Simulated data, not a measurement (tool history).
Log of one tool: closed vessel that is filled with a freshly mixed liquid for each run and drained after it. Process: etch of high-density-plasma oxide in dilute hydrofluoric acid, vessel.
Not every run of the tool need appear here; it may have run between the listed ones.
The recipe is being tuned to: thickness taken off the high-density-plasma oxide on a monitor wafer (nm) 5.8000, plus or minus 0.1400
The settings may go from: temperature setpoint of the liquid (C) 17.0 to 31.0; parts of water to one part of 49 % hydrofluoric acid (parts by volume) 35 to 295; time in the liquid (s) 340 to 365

run	hour	temperature setpoint of the liquid (C)	parts of water to one part of 49 % hydrofluoric acid (parts by volume)	time in the liquid (s)	thickness taken off the high-density-plasma oxide on a monitor wafer (nm)
1	0.0	23.0	165	340	8.5440
2	0.8	25.0	165	340	9.1137
3	5.1	23.0	175	340	7.9583
4	9.7	21.5	180	340	7.2645
5	14.0	22.5	180	340	7.6106
6	20.7	21.0	185	340	7.0077
7	29.4	20.0	190	340	6.4922
8	35.1	19.0	190	340	6.2879
9	39.0	18.5	190	340	6.0739
# hour 39.7: thermometer replaced
10	39.7	18.5	190	340	6.6456
11	43.0	18.5	195	340	6.4753
12	47.7	18.0	200	340	6.1977
13	53.9	18.0	205	340	6.0233

4 next moves are on the table. One of them brings every result within its allowed miss. Which?
A	60.1	17.5	195	340	?
B	60.1	17.0	195	340	?
C	60.1	17.5	215	355	?
D	60.1	18.5	205	350	?

move	thickness taken off the high-density-plasma oxide on a monitor wafer (nm)
A	6.1999
B	6.0775
C	5.7641
D	6.2564
A: the biggest miss grows against the last run
B: the biggest miss grows against the last run
C: every result lands within tolerance
D: the biggest miss grows against the last run
C is the move that brings every result within its allowed miss.
